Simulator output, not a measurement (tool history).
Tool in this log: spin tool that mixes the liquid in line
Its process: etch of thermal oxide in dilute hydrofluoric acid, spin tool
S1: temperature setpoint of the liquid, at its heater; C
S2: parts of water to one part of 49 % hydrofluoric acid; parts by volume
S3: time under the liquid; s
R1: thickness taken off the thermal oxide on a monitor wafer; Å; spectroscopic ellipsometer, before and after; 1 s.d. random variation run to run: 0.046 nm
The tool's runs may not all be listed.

run,hour,S1,S2,S3,R1
1,0.0,21.0,120,250,91.149
2,4.3,20.5,125,250,85.851
3,8.3,20.5,105,250,104.960
4,15.1,20.5,105,270,111.750
5,19.2,20.5,105,250,104.450
6,27.4,20.0,110,250,97.235
7,34.3,19.5,115,250,91.361
8,38.2,19.0,120,250,84.008

Run 9 is up next; what results do you expect?
9,40.6,19.0,120,250,?

R1: 84.511 Å
